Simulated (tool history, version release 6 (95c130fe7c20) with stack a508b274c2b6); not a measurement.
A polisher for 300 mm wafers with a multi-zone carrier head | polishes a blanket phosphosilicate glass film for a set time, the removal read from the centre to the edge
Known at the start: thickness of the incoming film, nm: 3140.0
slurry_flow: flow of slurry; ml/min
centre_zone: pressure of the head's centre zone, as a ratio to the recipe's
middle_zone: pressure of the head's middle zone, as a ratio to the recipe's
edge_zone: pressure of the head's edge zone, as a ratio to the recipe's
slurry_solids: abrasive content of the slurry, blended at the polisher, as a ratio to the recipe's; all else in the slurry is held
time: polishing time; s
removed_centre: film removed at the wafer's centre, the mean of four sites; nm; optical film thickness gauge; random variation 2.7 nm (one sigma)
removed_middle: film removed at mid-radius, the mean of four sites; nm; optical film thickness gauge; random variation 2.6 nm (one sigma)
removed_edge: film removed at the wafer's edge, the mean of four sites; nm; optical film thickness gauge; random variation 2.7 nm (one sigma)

run    day  slurry_flow  centre_zone  middle_zone  edge_zone  slurry_solids  time  removed_centre  removed_middle  removed_edge
  1  0.000          185         1.00         1.00       1.00            1.0    88          472.94          482.24        481.01
  2  0.050          180         0.98         1.00       0.97            0.9    88          444.39          452.07        439.83
  3  0.212          180         0.98         1.00       0.94            0.9    88          432.99          457.31        435.57
  4  0.312          180         0.98         1.00       0.94            0.9    71          354.94          370.51        355.19
  5  0.438          180         1.05         1.00       0.94            0.9    71          374.38          371.48        348.63
  6  0.750          175         1.03         1.01       0.93            0.9    71          371.30          366.45        350.14
  7  0.925          170         0.93         1.11       0.89            0.8    71          309.59          375.93        318.92

Run 8 comes next. What will it give?
  8  1.225          175         0.93         1.10       0.90            0.8    71               ?               ?             ?

{"run 8": {"removed_centre": 316.1, "removed_middle": 373.57, "removed_edge": 317.06}}
